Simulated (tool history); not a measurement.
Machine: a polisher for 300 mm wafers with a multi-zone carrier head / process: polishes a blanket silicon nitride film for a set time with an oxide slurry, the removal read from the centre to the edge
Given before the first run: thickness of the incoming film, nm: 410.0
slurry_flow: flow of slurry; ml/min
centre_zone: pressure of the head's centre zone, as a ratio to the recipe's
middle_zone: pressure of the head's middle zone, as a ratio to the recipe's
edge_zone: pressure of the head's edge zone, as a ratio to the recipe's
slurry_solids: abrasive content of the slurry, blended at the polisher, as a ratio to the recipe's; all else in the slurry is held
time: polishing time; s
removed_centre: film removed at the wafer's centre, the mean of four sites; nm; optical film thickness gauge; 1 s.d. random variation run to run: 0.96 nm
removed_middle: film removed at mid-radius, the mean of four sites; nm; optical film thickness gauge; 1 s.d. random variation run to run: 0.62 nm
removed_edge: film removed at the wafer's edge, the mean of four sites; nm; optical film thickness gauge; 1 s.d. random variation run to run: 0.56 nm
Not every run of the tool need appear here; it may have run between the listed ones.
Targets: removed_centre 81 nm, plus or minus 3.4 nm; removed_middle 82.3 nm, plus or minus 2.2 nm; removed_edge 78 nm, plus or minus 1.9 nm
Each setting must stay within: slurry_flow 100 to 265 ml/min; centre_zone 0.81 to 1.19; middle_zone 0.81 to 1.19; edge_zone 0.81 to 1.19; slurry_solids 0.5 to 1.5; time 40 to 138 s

{"run": 1, "hour": 0.0, "slurry_flow": 170, "centre_zone": 1, "middle_zone": 1, "edge_zone": 1, "slurry_solids": 1, "time": 88, "removed_centre": 50.661, "removed_middle": 51.544, "removed_edge": 51.192}
{"run": 2, "hour": 7.0, "slurry_flow": 170, "centre_zone": 1, "middle_zone": 1, "edge_zone": 0.94, "slurry_solids": 1, "time": 88, "removed_centre": 50.637, "removed_middle": 51.218, "removed_edge": 50.489}
{"run": 3, "hour": 9.0, "slurry_flow": 180, "centre_zone": 1.01, "middle_zone": 1.01, "edge_zone": 0.96, "slurry_solids": 1.1, "time": 90, "removed_centre": 56.483, "removed_middle": 54.946, "removed_edge": 55.132}
{"run": 4, "hour": 13.5, "slurry_flow": 185, "centre_zone": 1.01, "middle_zone": 1.04, "edge_zone": 0.97, "slurry_solids": 1.2, "time": 92, "removed_centre": 59.199, "removed_middle": 60.577, "removed_edge": 59.661}
{"run": 5, "hour": 15.1, "slurry_flow": 195, "centre_zone": 1.03, "middle_zone": 1.06, "edge_zone": 0.99, "slurry_solids": 1.25, "time": 93, "removed_centre": 62.492, "removed_middle": 63.682, "removed_edge": 62.283}
{"run": 6, "hour": 21.2, "slurry_flow": 200, "centre_zone": 1.05, "middle_zone": 1.08, "edge_zone": 1, "slurry_solids": 1.3, "time": 94, "removed_centre": 67.661, "removed_middle": 67.634, "removed_edge": 63.284}
{"run": 7, "hour": 23.5, "slurry_flow": 205, "centre_zone": 1.05, "middle_zone": 1.08, "edge_zone": 1.01, "slurry_solids": 1.35, "time": 95, "removed_centre": 67.242, "removed_middle": 68.803, "removed_edge": 65.483}
{"run": 8, "hour": 26.0, "slurry_flow": 210, "centre_zone": 1.06, "middle_zone": 1.08, "edge_zone": 1.02, "slurry_solids": 1.4, "time": 97, "removed_centre": 72.121, "removed_middle": 72.086, "removed_edge": 68.24}
{"run": 9, "hour": 31.0, "slurry_flow": 210, "centre_zone": 1.06, "middle_zone": 1.08, "edge_zone": 1.03, "slurry_solids": 1.4, "time": 98, "removed_centre": 73.535, "removed_middle": 72.055, "removed_edge": 70.108}
{"run": 10, "hour": 33.1, "slurry_flow": 255, "centre_zone": 1.08, "middle_zone": 1.18, "edge_zone": 1.13, "slurry_solids": 1.45, "time": 98, "removed_centre": 76.602, "removed_middle": 80.643, "removed_edge": 76.067}
{"run": 11, "hour": 35.2, "slurry_flow": 255, "centre_zone": 1.08, "middle_zone": 1.18, "edge_zone": 1.13, "slurry_solids": 1.45, "time": 98, "removed_centre": 78.246, "removed_middle": 81.752, "removed_edge": 75.325}
{"run": 12, "hour": 35.9, "slurry_flow": 255, "centre_zone": 1.08, "middle_zone": 1.18, "edge_zone": 1.14, "slurry_solids": 1.45, "time": 98, "removed_centre": 78.53, "removed_middle": 79.752, "removed_edge": 76.359}

Exercise: of the 4 proposed moves below, exactly one satisfies all targets within the stated allowed misses. Which move is it?
{"run": "A", "hour": 36.6, "slurry_flow": 250, "centre_zone": 1.14, "middle_zone": 1.07, "edge_zone": 1.19, "slurry_solids": 1.15, "time": 108, "removed_centre": "?", "removed_middle": "?", "removed_edge": "?"}
{"run": "B", "hour": 36.6, "slurry_flow": 260, "centre_zone": 1.13, "middle_zone": 1.11, "edge_zone": 1.18, "slurry_solids": 1.3, "time": 99, "removed_centre": "?", "removed_middle": "?", "removed_edge": "?"}
{"run": "C", "hour": 36.6, "slurry_flow": 250, "centre_zone": 1.05, "middle_zone": 1.18, "edge_zone": 1.06, "slurry_solids": 1.45, "time": 100, "removed_centre": "?", "removed_middle": "?", "removed_edge": "?"}
{"run": "D", "hour": 36.6, "slurry_flow": 265, "centre_zone": 1.08, "middle_zone": 1.16, "edge_zone": 1.11, "slurry_solids": 1.35, "time": 105, "removed_centre": "?", "removed_middle": "?", "removed_edge": "?"}

move=A removed_centre=80.488 removed_middle=75.165 removed_edge=76.939
move=B removed_centre=77.942 removed_middle=75.301 removed_edge=74.681
move=C removed_centre=76.337 removed_middle=82.992 removed_edge=74.586
move=D removed_centre=80.515 removed_middle=83.985 removed_edge=78.12
A: its largest miss is bigger than the last run's
B: its largest miss is bigger than the last run's
C: puts the biggest miss on target and leaves a different result outside tolerance
D: hits every target within its allowed miss
Move D is the one to make.
